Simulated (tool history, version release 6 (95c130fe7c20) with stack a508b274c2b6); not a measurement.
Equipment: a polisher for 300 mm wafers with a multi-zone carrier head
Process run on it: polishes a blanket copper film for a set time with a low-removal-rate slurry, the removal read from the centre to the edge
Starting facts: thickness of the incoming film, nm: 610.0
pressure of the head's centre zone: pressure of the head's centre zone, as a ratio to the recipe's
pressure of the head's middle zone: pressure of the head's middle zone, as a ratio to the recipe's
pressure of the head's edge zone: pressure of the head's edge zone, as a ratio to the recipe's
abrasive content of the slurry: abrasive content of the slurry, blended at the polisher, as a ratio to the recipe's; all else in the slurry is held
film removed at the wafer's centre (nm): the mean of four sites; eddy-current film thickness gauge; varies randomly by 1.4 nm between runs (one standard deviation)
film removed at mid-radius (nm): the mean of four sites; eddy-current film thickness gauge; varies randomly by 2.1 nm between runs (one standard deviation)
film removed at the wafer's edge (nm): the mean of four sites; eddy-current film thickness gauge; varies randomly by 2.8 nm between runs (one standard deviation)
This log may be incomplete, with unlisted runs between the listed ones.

run  hour  flow of slurry (ml/min)  pressure of the head's centre zone  pressure of the head's middle zone  pressure of the head's edge zone  abrasive content of the slurry  polishing time (s)  film removed at the wafer's centre (nm)  film removed at mid-radius (nm)  film removed at the wafer's edge (nm)
  1     0                      215                                   1                                   1                                 1                               1                  59                                   159.88                           157.81                                  154.6
  2   1.4                      215                                   1                                   1                                 1                               1                  48                                   130.46                           127.76                                 128.33
  3   9.4                      215                                   1                                   1                              0.96                               1                  48                                   128.85                           128.21                                 126.28
  4  14.2                      215                                0.97                                   1                              1.02                            1.15                  55                                   146.52                            155.1                                 153.69
  5  15.3                      185                                0.97                                   1                              1.02                            1.15                  55                                   145.45                           149.23                                 150.09
  6  19.5                      185                                0.94                                   1                              1.02                            1.15                  55                                   139.32                           149.37                                  147.2

Estimate the outcome of run 7 from the log above:
  7  27.5                      220                                0.98                                1.01                              1.07                            1.25                  57                                        ?                                ?                                      ?

film removed at the wafer's centre (nm): 160.36
film removed at mid-radius (nm): 162.71
film removed at the wafer's edge (nm): 162.57

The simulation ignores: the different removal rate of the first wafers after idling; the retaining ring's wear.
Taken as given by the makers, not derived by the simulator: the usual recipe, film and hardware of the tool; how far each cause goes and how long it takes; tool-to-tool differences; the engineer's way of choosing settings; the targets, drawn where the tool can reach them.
